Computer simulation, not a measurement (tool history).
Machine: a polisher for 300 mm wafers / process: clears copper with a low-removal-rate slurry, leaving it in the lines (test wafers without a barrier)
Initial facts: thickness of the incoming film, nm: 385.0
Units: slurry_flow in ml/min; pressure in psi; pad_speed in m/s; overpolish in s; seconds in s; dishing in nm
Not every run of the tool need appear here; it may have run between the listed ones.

run    day  slurry_flow  pressure  pad_speed  slurry_solids  overpolish  seconds  dishing
  1  0.000          245       3.8       0.94            1.0          15   89.126   34.329
  2  0.029          245       3.8       1.08            1.0          15   77.170   37.943
  3  0.362          245       4.2       1.08            1.0          15   68.532   41.468
  4  0.729          200       4.2       1.08            1.0          15   70.660   40.268
  5  0.758          205       4.3       1.08            1.0          13   70.609   36.483
  6  0.867          205       4.3       1.18            1.0          13   63.496   38.974
  7  1.012          215       4.4       1.18            1.0          12   62.091   38.085
  8  1.379          220       4.5       1.18            1.0          11   60.356   36.259
  9  1.667          225       4.6       1.18            1.0          10   59.961   34.889

The next listed run, before its measurement:
 10  1.917          225       4.7       1.18            1.0           9        ?        ?

Run 10 gave seconds 58.221 s, dishing 30.425 nm.

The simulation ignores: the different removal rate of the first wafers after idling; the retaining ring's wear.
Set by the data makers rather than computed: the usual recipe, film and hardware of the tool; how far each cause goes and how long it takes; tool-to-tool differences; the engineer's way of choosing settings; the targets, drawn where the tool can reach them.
